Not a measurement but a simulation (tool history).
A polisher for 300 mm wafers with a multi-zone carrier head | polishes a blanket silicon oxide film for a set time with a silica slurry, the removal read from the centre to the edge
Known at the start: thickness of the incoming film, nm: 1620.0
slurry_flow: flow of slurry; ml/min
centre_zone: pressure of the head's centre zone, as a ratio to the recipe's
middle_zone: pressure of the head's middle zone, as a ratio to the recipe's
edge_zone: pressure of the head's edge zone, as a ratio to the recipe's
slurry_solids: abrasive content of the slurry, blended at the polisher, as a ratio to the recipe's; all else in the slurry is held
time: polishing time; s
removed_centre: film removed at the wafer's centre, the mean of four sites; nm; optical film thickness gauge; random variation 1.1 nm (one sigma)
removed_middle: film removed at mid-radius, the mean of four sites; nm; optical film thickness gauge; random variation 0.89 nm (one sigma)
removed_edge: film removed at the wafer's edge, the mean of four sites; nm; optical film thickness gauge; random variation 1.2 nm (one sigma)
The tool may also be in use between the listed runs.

run	hour	slurry_flow	centre_zone	middle_zone	edge_zone	slurry_solids	time	removed_centre	removed_middle	removed_edge
1	0.0	125	1.00	1.00	1.00	1.00	38	118.750	127.670	121.820
2	1.0	125	1.00	0.92	1.00	1.00	38	119.940	119.380	122.690
3	6.1	95	1.00	0.92	1.00	1.00	38	109.080	110.380	116.500
4	14.9	95	1.00	0.92	0.96	1.00	38	109.380	110.780	115.450
5	18.3	95	1.00	0.92	0.96	1.00	30	86.589	87.130	89.773
6	22.0	95	1.00	0.92	0.93	1.00	30	86.352	86.588	89.695
7	26.0	95	1.03	0.90	0.92	0.95	30	87.612	82.395	85.387
8	29.0	90	1.04	0.88	0.92	0.95	30	85.876	79.993	85.858
9	33.0	90	1.06	0.87	0.91	0.95	30	87.784	77.967	83.520

Forecast run 10:
10	38.1	90	1.07	0.86	0.91	0.95	30	?	?	?

removed_centre: 85.625 nm
removed_middle: 77.149 nm
removed_edge: 83.965 nm
